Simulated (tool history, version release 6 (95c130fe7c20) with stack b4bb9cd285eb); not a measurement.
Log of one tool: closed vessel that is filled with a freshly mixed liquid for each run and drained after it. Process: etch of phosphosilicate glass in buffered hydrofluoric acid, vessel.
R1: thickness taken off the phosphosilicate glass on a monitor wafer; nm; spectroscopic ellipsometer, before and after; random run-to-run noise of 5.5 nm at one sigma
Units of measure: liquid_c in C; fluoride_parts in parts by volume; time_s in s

{"run": 1, "day": 0.0, "liquid_c": 20, "fluoride_parts": 11.0, "time_s": 90, "R1": 413.59}
{"run": 2, "day": 0.346, "liquid_c": 21, "fluoride_parts": 11.0, "time_s": 90, "R1": 429.89}
{"run": 3, "day": 0.533, "liquid_c": 21, "fluoride_parts": 13.5, "time_s": 90, "R1": 357.87}
{"run": 4, "day": 0.608, "liquid_c": 21, "fluoride_parts": 13.5, "time_s": 90, "R1": 352.87}
{"run": 5, "day": 0.938, "liquid_c": 22, "fluoride_parts": 13.0, "time_s": 90, "R1": 389.05}
{"run": 6, "day": 1.1, "liquid_c": 23, "fluoride_parts": 12.5, "time_s": 90, "R1": 435.63}

Expected results for the next run?
{"run": 7, "day": 1.2, "liquid_c": 24, "fluoride_parts": 12.5, "time_s": 90, "R1": "?"}

R1: 456.61 nm
